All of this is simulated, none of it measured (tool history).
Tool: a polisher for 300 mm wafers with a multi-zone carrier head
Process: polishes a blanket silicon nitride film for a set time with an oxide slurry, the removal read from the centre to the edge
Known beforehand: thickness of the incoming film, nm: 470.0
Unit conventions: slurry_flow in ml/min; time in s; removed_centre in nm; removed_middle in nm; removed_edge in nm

run 1 hour=0 | slurry_flow=160 centre_zone=1 middle_zone=1 edge_zone=1 slurry_solids=1 time=84 | removed_centre=44.855 removed_middle=45.787 removed_edge=43.381
run 2 hour=5.9 | slurry_flow=175 centre_zone=1.03 middle_zone=1 edge_zone=1.05 slurry_solids=1.05 time=84 | removed_centre=47.722 removed_middle=46.561 removed_edge=47.031
run 3 hour=13 | slurry_flow=175 centre_zone=0.97 middle_zone=1 edge_zone=1.05 slurry_solids=1.05 time=84 | removed_centre=44.77 removed_middle=46.285 removed_edge=46.136
run 4 hour=16 | slurry_flow=190 centre_zone=1.01 middle_zone=1.01 edge_zone=1.06 slurry_solids=1.1 time=84 | removed_centre=47.962 removed_middle=48.331 removed_edge=46.872
run 5 hour=23.4 | slurry_flow=190 centre_zone=1.01 middle_zone=1.01 edge_zone=1.12 slurry_solids=1.1 time=84 | removed_centre=48.469 removed_middle=48.976 removed_edge=48.602
run 6 hour=27.6 | slurry_flow=190 centre_zone=1.04 middle_zone=1.01 edge_zone=1.13 slurry_solids=1.15 time=84 | removed_centre=50.082 removed_middle=48.843 removed_edge=49.59
run 7 hour=33.9 | slurry_flow=200 centre_zone=1.06 middle_zone=1.01 edge_zone=1.14 slurry_solids=1.2 time=84 | removed_centre=52.844 removed_middle=50.437 removed_edge=52.024

The next listed run, before its measurement:
run 8 hour=36.8 | slurry_flow=205 centre_zone=1.07 middle_zone=1.01 edge_zone=1.14 slurry_solids=1.2 time=84 | removed_centre=? removed_middle=? removed_edge=?

{"run 8": {"removed_centre": 52.985, "removed_middle": 50.121, "removed_edge": 51.764}}
